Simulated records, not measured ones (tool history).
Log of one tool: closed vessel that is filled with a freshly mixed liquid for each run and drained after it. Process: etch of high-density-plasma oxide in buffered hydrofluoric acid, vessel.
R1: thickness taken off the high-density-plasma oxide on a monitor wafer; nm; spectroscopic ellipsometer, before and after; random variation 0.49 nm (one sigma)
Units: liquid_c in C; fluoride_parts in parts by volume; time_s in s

{"run": 1, "hour": 0.0, "liquid_c": 23.0, "fluoride_parts": 18.5, "time_s": 105, "R1": 99.58}
{"run": 2, "hour": 6.4, "liquid_c": 23.5, "fluoride_parts": 18.5, "time_s": 105, "R1": 102.61}
{"run": 3, "hour": 10.3, "liquid_c": 23.5, "fluoride_parts": 18.5, "time_s": 105, "R1": 101.42}
{"run": 4, "hour": 18.7, "liquid_c": 24.0, "fluoride_parts": 18.5, "time_s": 105, "R1": 105.4}
{"run": 5, "hour": 26.9, "liquid_c": 24.5, "fluoride_parts": 18.5, "time_s": 105, "R1": 107.66}
{"run": 6, "hour": 27.9, "liquid_c": 22.0, "fluoride_parts": 18.5, "time_s": 105, "R1": 94.504}
{"run": 7, "hour": 34.0, "liquid_c": 23.0, "fluoride_parts": 18.5, "time_s": 105, "R1": 100.01}

Run 8 comes next. What will it give?
{"run": 8, "hour": 43.0, "liquid_c": 23.5, "fluoride_parts": 18.5, "time_s": 105, "R1": "?"}

R1: 102.530 nm
